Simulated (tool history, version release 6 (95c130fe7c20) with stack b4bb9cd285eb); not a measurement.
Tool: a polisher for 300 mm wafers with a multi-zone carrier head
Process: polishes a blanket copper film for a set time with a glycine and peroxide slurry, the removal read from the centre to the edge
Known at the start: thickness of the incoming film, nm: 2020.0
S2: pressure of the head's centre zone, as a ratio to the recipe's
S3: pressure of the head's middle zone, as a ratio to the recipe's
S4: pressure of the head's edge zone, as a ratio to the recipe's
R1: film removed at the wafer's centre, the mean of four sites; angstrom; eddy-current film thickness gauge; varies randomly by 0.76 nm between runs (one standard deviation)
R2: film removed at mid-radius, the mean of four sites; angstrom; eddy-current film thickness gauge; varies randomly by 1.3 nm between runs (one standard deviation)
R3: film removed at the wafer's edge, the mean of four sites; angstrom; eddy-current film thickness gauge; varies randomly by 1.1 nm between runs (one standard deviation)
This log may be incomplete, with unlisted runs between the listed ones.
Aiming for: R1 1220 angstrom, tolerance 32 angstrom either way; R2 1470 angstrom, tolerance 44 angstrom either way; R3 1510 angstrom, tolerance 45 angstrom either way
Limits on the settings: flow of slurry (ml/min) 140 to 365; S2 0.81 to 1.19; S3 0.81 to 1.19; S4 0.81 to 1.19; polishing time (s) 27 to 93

Run 1, hour 0: flow of slurry (ml/min) 235, S2 1, S3 1, S4 1, polishing time (s) 59. Result: R1 2208.4 angstrom, R2 2160.1 angstrom, R3 2248 angstrom.
Run 2, hour 2.8: flow of slurry (ml/min) 215, S2 0.94, S3 1, S4 0.98, polishing time (s) 52. Result: R1 1768.8 angstrom, R2 1886.8 angstrom, R3 1965.3 angstrom.
Run 3, hour 5.2: flow of slurry (ml/min) 215, S2 0.94, S3 1, S4 0.89, polishing time (s) 52. Result: R1 1780.8 angstrom, R2 1885 angstrom, R3 1859 angstrom.
Run 4, hour 7.1: flow of slurry (ml/min) 235, S2 0.94, S3 1, S4 0.89, polishing time (s) 52. Result: R1 1824 angstrom, R2 1925.4 angstrom, R3 1856.2 angstrom.
Run 5, hour 8.4: flow of slurry (ml/min) 215, S2 0.9, S3 0.99, S4 0.88, polishing time (s) 49. Result: R1 1622.2 angstrom, R2 1770.4 angstrom, R3 1740.5 angstrom.
Run 6, hour 9.7: flow of slurry (ml/min) 215, S2 0.9, S3 1.05, S4 0.88, polishing time (s) 49. Result: R1 1620.7 angstrom, R2 1810.8 angstrom, R3 1736.3 angstrom.
Run 7, hour 15.9: flow of slurry (ml/min) 195, S2 0.87, S3 1.03, S4 0.88, polishing time (s) 47. Result: R1 1484.6 angstrom, R2 1727.2 angstrom, R3 1647.6 angstrom.
Run 8, hour 16.6: flow of slurry (ml/min) 180, S2 0.85, S3 1, S4 0.89, polishing time (s) 45. Result: R1 1361.1 angstrom, R2 1579.1 angstrom, R3 1565.7 angstrom.
Run 9, hour 18.1: flow of slurry (ml/min) 170, S2 0.84, S3 1, S4 0.9, polishing time (s) 45. Result: R1 1330.2 angstrom, R2 1568.4 angstrom, R3 1557.4 angstrom.
Run 10, hour 26.4: flow of slurry (ml/min) 160, S2 0.83, S3 0.99, S4 0.91, polishing time (s) 45. Result: R1 1290.6 angstrom, R2 1531.1 angstrom, R3 1568.6 angstrom.
Run 11, hour 28.6: flow of slurry (ml/min) 155, S2 0.82, S3 0.99, S4 0.9, polishing time (s) 45. Result: R1 1259.2 angstrom, R2 1530.6 angstrom, R3 1531.4 angstrom.
Run 12, hour 30.9: flow of slurry (ml/min) 150, S2 0.82, S3 0.98, S4 0.9, polishing time (s) 45. Result: R1 1257.7 angstrom, R2 1496 angstrom, R3 1540.4 angstrom.
Run 13, hour 36.8: flow of slurry (ml/min) 150, S2 0.82, S3 0.98, S4 0.9, polishing time (s) 45. Result: R1 1248.5 angstrom, R2 1531.9 angstrom, R3 1552.4 angstrom.
Run 14, hour 45.4: flow of slurry (ml/min) 145, S2 0.81, S3 0.95, S4 0.87, polishing time (s) 44. Result: R1 1195.5 angstrom, R2 1413 angstrom, R3 1484.6 angstrom.

Which one of the following 5 next-run settings gets every result inside its allowed miss? There is exactly one.
Run A, hour 54: flow of slurry (ml/min) 180, S2 0.81, S3 0.98, S4 0.93, polishing time (s) 42. Result: R1 ?, R2 ?, R3 ?.
Run B, hour 54: flow of slurry (ml/min) 140, S2 0.81, S3 1.11, S4 0.92, polishing time (s) 43. Result: R1 ?, R2 ?, R3 ?.
Run C, hour 54: flow of slurry (ml/min) 155, S2 0.87, S3 0.97, S4 0.88, polishing time (s) 44. Result: R1 ?, R2 ?, R3 ?.
Run D, hour 54: flow of slurry (ml/min) 140, S2 0.81, S3 0.89, S4 0.92, polishing time (s) 44. Result: R1 ?, R2 ?, R3 ?.
Run E, hour 54: flow of slurry (ml/min) 180, S2 0.83, S3 0.9, S4 0.81, polishing time (s) 41. Result: R1 ?, R2 ?, R3 ?.

move      R1      R2      R3
   A  1206.5  1435.2  1496.3
   B  1161.8  1542.9  1462.6
   C  1312.3  1445.4  1494.9
   D    1187  1314.9  1500.9
   E  1206.5  1306.6  1373.9
A: all results land within tolerance of their targets
B: moves the result that the last run missed by most past its target, out the other side
C: puts the biggest miss on target and leaves a different result outside tolerance
D: misses by more than the last run did
E: misses by more than the last run did
Answer: A

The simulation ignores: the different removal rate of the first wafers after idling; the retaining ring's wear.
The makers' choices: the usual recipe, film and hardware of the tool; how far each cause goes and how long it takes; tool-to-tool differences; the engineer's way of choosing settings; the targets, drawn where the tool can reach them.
